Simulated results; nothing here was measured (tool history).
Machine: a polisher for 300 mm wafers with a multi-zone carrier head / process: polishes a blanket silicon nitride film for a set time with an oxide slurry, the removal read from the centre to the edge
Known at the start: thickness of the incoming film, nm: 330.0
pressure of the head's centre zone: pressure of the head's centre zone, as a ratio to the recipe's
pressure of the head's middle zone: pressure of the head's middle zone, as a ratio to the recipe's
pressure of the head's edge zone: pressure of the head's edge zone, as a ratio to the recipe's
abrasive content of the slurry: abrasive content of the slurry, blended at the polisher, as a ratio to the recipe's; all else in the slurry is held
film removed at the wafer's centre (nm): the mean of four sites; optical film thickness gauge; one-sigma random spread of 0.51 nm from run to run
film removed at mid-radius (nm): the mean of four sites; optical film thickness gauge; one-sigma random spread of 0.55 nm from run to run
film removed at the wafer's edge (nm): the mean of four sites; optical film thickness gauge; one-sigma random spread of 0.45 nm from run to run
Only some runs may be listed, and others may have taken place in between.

run,hour,flow of slurry (ml/min),pressure of the head's centre zone,pressure of the head's middle zone,pressure of the head's edge zone,abrasive content of the slurry,polishing time (s),film removed at the wafer's centre (nm),film removed at mid-radius (nm),film removed at the wafer's edge (nm)
1,0.0,190,1.00,1.00,1.00,1.00,67,46.186,46.922,47.802
2,1.4,190,1.07,1.00,1.00,1.00,67,49.710,46.772,48.023
3,4.8,155,1.07,1.00,1.00,1.00,67,48.136,45.389,46.072
4,9.2,180,1.06,1.03,1.04,1.00,67,48.823,47.266,47.722
5,12.8,180,1.06,1.03,1.04,1.00,55,40.651,38.886,39.309
6,15.8,180,1.06,1.09,1.04,1.00,55,40.446,40.242,39.082
7,19.2,195,1.04,1.10,1.07,1.10,56,42.537,43.954,42.468
8,28.2,210,1.02,1.10,1.10,1.20,57,44.405,46.681,46.131
9,34.5,220,1.01,1.11,1.12,1.25,58,46.363,48.535,48.613
10,35.8,235,0.94,1.19,1.19,1.50,61,48.650,57.661,57.295

What will run 11 give?
11,37.9,240,0.95,1.19,1.19,1.50,61,?,?,?

film removed at the wafer's centre (nm): 49.981
film removed at mid-radius (nm): 57.684
film removed at the wafer's edge (nm): 57.115
